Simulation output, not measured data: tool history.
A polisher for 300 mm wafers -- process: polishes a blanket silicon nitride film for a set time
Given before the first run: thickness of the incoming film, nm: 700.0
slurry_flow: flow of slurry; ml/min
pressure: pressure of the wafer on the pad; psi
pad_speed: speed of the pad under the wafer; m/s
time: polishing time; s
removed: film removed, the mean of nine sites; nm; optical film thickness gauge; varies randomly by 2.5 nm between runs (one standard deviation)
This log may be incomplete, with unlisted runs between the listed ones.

Run 1, hour 0: slurry_flow 205 ml/min, pressure 3.5 psi, pad_speed 1.04 m/s, time 123 s. Result: removed 225.6 nm.
Run 2, hour 1.9: slurry_flow 205 ml/min, pressure 3.5 psi, pad_speed 1.2 m/s, time 123 s. Result: removed 251.94 nm.
Run 3, hour 8.8: slurry_flow 205 ml/min, pressure 3.2 psi, pad_speed 1.2 m/s, time 123 s. Result: removed 223.7 nm.
Run 4, hour 15.5: slurry_flow 205 ml/min, pressure 3.2 psi, pad_speed 1.2 m/s, time 129 s. Result: removed 235.07 nm.
Run 5, hour 21.4: slurry_flow 205 ml/min, pressure 3 psi, pad_speed 1.2 m/s, time 129 s. Result: removed 222.98 nm.
Run 6, hour 25.1: slurry_flow 205 ml/min, pressure 2.8 psi, pad_speed 1.2 m/s, time 129 s. Result: removed 206.12 nm.
Run 7, hour 29: slurry_flow 205 ml/min, pressure 2.7 psi, pad_speed 1.2 m/s, time 129 s. Result: removed 197.93 nm.
Run 8, hour 35.9: slurry_flow 205 ml/min, pressure 2.6 psi, pad_speed 1.2 m/s, time 129 s. Result: removed 192.8 nm.

Run 9, settings as shown, results not yet in. Your forecast:
Run 9, hour 44: slurry_flow 205 ml/min, pressure 2.5 psi, pad_speed 1.2 m/s, time 129 s. Result: removed ?.

{"run 9": {"removed": 187.17}}
